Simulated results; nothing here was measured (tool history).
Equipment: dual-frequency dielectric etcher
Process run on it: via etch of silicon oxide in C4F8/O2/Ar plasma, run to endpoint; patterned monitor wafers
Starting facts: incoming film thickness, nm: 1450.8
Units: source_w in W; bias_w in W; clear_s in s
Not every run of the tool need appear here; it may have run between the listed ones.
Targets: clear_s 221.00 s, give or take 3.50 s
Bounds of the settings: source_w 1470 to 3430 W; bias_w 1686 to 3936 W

run	hour	source_w	bias_w	clear_s
1	0.0	2450	2811	240.16
2	1.1	2530	2825	238.42
3	9.1	2530	3064	232.82
4	16.6	2580	3076	231.67
5	23.0	2630	3089	230.30
# hour 27.8: wet clean of the chamber
6	27.8	2680	3103	232.37
7	36.1	2720	3194	227.62
8	44.1	2760	3212	229.17
9	50.6	2800	3275	225.65
10	56.5	2830	3293	223.89
11	63.2	2850	3301	225.00

Below are 4 possible settings for the next run. Only one of them brings all results inside the allowed miss of their targets. Which is it?
A	69.9	2780	3493	?
B	69.9	2760	3131	?
C	69.9	2940	2961	?
D	69.9	2790	3241	?

move	clear_s
A	221.68
B	229.39
C	228.95
D	226.41
A: all results in spec
B: further off than the last run
C: further off than the last run
D: further off than the last run
Correct choice: A, which meets every target
